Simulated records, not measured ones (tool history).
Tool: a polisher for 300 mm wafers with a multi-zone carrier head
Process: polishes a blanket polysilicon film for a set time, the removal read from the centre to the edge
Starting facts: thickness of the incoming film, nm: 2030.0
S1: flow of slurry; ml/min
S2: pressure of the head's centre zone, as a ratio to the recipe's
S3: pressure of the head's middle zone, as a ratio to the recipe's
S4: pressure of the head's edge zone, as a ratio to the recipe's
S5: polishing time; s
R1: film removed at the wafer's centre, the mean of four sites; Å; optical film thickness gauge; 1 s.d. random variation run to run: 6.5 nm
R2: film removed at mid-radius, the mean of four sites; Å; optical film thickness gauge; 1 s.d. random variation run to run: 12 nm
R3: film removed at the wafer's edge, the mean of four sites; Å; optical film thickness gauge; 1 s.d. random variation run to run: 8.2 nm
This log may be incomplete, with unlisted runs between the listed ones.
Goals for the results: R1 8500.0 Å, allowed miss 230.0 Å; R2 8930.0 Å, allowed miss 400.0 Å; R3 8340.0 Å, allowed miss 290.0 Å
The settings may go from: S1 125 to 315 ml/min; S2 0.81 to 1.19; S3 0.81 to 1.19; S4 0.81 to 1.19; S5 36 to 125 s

run  hour   S1    S2    S3    S4   S5      R1      R2      R3
  1   0.0  205  1.00  1.00  1.00   80  5806.5  5407.6  5431.2
  2   6.1  205  1.00  1.00  1.00   89  6540.9  6014.6  6034.2
  3  14.1  205  1.00  0.96  1.00   89  6541.3  5937.3  6038.1
  4  19.8  205  1.00  0.96  1.04   89  6421.5  5908.7  6217.1
  5  27.9  205  1.00  0.89  1.04   89  6496.1  5570.3  6173.8
  6  34.3  215  1.01  0.94  1.06   92  6843.6  6011.1  6606.7
  7  41.4  215  1.01  0.98  1.06   95  7120.4  6403.1  6646.4
     43.5  -- centre zone pressure recalibrated
  8  43.5  215  1.00  1.00  1.07   99  6950.4  6789.7  6990.4
  9  48.6  220  1.01  1.02  1.07  102  7320.3  7206.3  7093.1
 10  54.0  225  1.02  1.03  1.08  104  7385.2  7290.3  7369.7
 11  55.3  225  1.02  1.04  1.08  107  7659.2  7572.3  7767.6

Pick the move, out of 5, that brings all results within their allowed miss; only one does.
  A  56.6  190  1.11  1.05  1.11  125   ?   ?   ?
  B  56.6  210  1.04  1.12  1.07  118   ?   ?   ?
  C  56.6  280  1.04  0.96  1.10  114   ?   ?   ?
  D  56.6  220  0.97  1.06  1.15  123   ?   ?   ?
  E  56.6  215  1.00  1.08  1.14  121   ?   ?   ?

move      R1      R2      R3
   A  9370.2  8989.7  8831.9
   B  8565.9  9063.0  8245.1
   C  8519.8  7892.5  8256.5
   D  8566.6  9055.5  8941.4
   E  8577.3  9030.0  8740.6
A: takes the result that was furthest off past its target
B: meets every target
C: the worst result of the last run now meets its target, but another is out of spec
D: the worst result of the last run now meets its target, but another is out of spec
E: the worst result of the last run now meets its target, but another is out of spec
The right move is B.
